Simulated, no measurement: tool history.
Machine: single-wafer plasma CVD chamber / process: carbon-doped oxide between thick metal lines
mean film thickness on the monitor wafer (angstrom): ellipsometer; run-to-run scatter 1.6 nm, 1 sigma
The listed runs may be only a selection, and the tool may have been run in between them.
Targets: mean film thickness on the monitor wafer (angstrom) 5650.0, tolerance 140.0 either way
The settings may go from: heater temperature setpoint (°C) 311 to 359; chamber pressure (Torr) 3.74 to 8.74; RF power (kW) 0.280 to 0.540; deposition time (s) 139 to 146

run	hour	heater temperature setpoint (°C)	chamber pressure (Torr)	RF power (kW)	deposition time (s)	mean film thickness on the monitor wafer (angstrom)
1	0.0	335	6.24	0.410	146	6400.4
2	8.0	335	6.24	0.440	146	6754.2
3	10.0	335	6.90	0.440	146	6829.8
4	16.9	337	6.72	0.415	145	6436.0
5	20.3	327	6.72	0.415	145	6632.4
6	22.5	327	7.33	0.415	145	6698.4
7	28.7	330	7.10	0.395	144	6327.9
8	37.5	332	6.93	0.380	144	6027.5
9	44.6	332	6.93	0.380	144	6070.3
10	49.6	334	6.79	0.375	144	5950.8
# hour 53.0: RF generator calibrated
11	53.0	336	6.69	0.370	144	6127.7
12	57.8	336	6.69	0.355	143	5886.5
13	60.0	336	6.69	0.350	143	5799.9

Exactly one of the 4 candidate moves below puts every result within its allowed miss. Which one?
A	62.2	342	6.83	0.330	139	?
B	62.2	336	6.10	0.335	139	?
C	62.2	337	7.17	0.325	139	?
D	62.2	330	7.56	0.335	139	?

move	mean film thickness on the monitor wafer (angstrom)
A	5298.3
B	5404.3
C	5337.3
D	5634.4
A: moves the result that the last run missed by most past its target, out the other side
B: moves the result that the last run missed by most past its target, out the other side
C: moves the result that the last run missed by most past its target, out the other side
D: meets every target
Go with D: it meets all targets.

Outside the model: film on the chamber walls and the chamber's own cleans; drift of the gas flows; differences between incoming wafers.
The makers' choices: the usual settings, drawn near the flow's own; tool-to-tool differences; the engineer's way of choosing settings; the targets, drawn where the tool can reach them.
